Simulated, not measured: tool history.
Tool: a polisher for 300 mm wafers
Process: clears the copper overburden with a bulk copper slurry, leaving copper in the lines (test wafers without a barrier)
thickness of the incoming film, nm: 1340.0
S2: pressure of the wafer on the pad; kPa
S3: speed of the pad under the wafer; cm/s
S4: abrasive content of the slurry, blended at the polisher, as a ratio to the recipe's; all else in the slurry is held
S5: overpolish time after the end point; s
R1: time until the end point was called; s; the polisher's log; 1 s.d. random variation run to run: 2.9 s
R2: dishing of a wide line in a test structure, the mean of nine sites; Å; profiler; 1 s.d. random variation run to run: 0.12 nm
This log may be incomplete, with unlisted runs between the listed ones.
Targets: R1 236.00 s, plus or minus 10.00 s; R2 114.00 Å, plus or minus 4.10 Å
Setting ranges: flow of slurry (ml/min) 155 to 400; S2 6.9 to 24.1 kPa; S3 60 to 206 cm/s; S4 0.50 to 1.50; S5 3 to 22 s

Run 1, day 0.000: flow of slurry (ml/min) 255, S2 15.2 kPa, S3 132 cm/s, S4 1.00, S5 11 s. Result: R1 128.25 s, R2 570.09 Å.
Run 2, day 0.250: flow of slurry (ml/min) 255, S2 12.4 kPa, S3 132 cm/s, S4 1.00, S5 11 s. Result: R1 161.49 s, R2 491.52 Å.
Run 3, day 0.325: flow of slurry (ml/min) 255, S2 12.4 kPa, S3 132 cm/s, S4 1.00, S5 8 s. Result: R1 158.29 s, R2 392.04 Å.
Run 4, day 0.496: flow of slurry (ml/min) 255, S2 11.0 kPa, S3 124 cm/s, S4 1.00, S5 7 s. Result: R1 190.00 s, R2 297.91 Å.
Run 5, day 0.521: flow of slurry (ml/min) 280, S2 11.0 kPa, S3 112 cm/s, S4 1.10, S5 6 s. Result: R1 202.35 s, R2 246.69 Å.
Run 6, day 0.554: flow of slurry (ml/min) 305, S2 11.0 kPa, S3 102 cm/s, S4 1.20, S5 5 s. Result: R1 212.54 s, R2 201.22 Å.
Run 7, day 0.654: flow of slurry (ml/min) 325, S2 11.0 kPa, S3 98 cm/s, S4 1.25, S5 5 s. Result: R1 216.79 s, R2 195.96 Å.
Run 8, day 1.000: flow of slurry (ml/min) 340, S2 11.0 kPa, S3 94 cm/s, S4 1.30, S5 5 s. Result: R1 221.25 s, R2 190.46 Å.
Run 9, day 1.279: flow of slurry (ml/min) 350, S2 11.0 kPa, S3 90 cm/s, S4 1.35, S5 5 s. Result: R1 226.82 s, R2 187.01 Å.
Run 10, day 1.550: flow of slurry (ml/min) 360, S2 10.3 kPa, S3 92 cm/s, S4 1.40, S5 5 s. Result: R1 237.04 s, R2 182.57 Å.
Run 11, day 1.921: flow of slurry (ml/min) 370, S2 10.3 kPa, S3 86 cm/s, S4 1.25, S5 5 s. Result: R1 254.73 s, R2 170.19 Å.
Run 12, day 2.058: flow of slurry (ml/min) 375, S2 10.3 kPa, S3 82 cm/s, S4 1.30, S5 5 s. Result: R1 272.45 s, R2 164.28 Å.
Run 13, day 2.329: flow of slurry (ml/min) 380, S2 10.3 kPa, S3 80 cm/s, S4 1.35, S5 5 s. Result: R1 277.83 s, R2 157.29 Å.
Run 14, day 2.567: flow of slurry (ml/min) 385, S2 11.0 kPa, S3 76 cm/s, S4 1.40, S5 5 s. Result: R1 264.49 s, R2 161.45 Å.
Run 15, day 2.862: flow of slurry (ml/min) 390, S2 11.0 kPa, S3 72 cm/s, S4 1.40, S5 5 s. Result: R1 279.13 s, R2 155.38 Å.
Run 16, day 3.142: flow of slurry (ml/min) 390, S2 11.0 kPa, S3 70 cm/s, S4 1.40, S5 5 s. Result: R1 280.02 s, R2 151.76 Å.
Run 17, day 3.358: flow of slurry (ml/min) 390, S2 11.0 kPa, S3 70 cm/s, S4 1.40, S5 5 s. Result: R1 282.78 s, R2 156.30 Å.
Run 18, day 3.621: flow of slurry (ml/min) 390, S2 10.3 kPa, S3 76 cm/s, S4 1.40, S5 5 s. Result: R1 279.89 s, R2 156.72 Å.
Run 19, day 3.833: flow of slurry (ml/min) 390, S2 11.0 kPa, S3 72 cm/s, S4 1.40, S5 5 s. Result: R1 277.18 s, R2 156.08 Å.
Run 20, day 3.975: flow of slurry (ml/min) 390, S2 11.0 kPa, S3 70 cm/s, S4 1.40, S5 5 s. Result: R1 287.23 s, R2 150.65 Å.
Run 21, day 4.192: flow of slurry (ml/min) 390, S2 11.0 kPa, S3 70 cm/s, S4 1.40, S5 5 s. Result: R1 281.21 s, R2 151.47 Å.
Run 22, day 4.371: flow of slurry (ml/min) 390, S2 11.0 kPa, S3 68 cm/s, S4 1.40, S5 5 s. Result: R1 291.82 s, R2 147.24 Å.
Run 23, day 4.571: flow of slurry (ml/min) 365, S2 11.0 kPa, S3 66 cm/s, S4 1.40, S5 5 s. Result: R1 302.39 s, R2 142.32 Å.
Run 24, day 4.933: flow of slurry (ml/min) 325, S2 11.7 kPa, S3 64 cm/s, S4 1.40, S5 5 s. Result: R1 290.33 s, R2 148.21 Å.
Run 25, day 5.162: flow of slurry (ml/min) 320, S2 12.4 kPa, S3 62 cm/s, S4 1.45, S5 4 s. Result: R1 284.66 s, R2 123.78 Å.

4 candidate next runs follow, results not yet known. Just one meets every target within its allowed miss. Identify it.
Run A, day 5.392: flow of slurry (ml/min) 285, S2 12.4 kPa, S3 86 cm/s, S4 1.50, S5 3 s. Result: R1 ?, R2 ?.
Run B, day 5.392: flow of slurry (ml/min) 315, S2 13.8 kPa, S3 62 cm/s, S4 1.50, S5 3 s. Result: R1 ?, R2 ?.
Run C, day 5.392: flow of slurry (ml/min) 330, S2 14.5 kPa, S3 72 cm/s, S4 1.50, S5 3 s. Result: R1 ?, R2 ?.
Run D, day 5.392: flow of slurry (ml/min) 345, S2 12.4 kPa, S3 78 cm/s, S4 1.25, S5 3 s. Result: R1 ?, R2 ?.

move      R1      R2
   A  210.74  129.48
   B  257.01  107.66
   C  212.07  129.27
   D  238.12  115.43
A: carries the result that was furthest off beyond its target, to the other side
B: gains on the last run, yet a result remains outside its allowed miss
C: carries the result that was furthest off beyond its target, to the other side
D: meets every target
The right move is D.
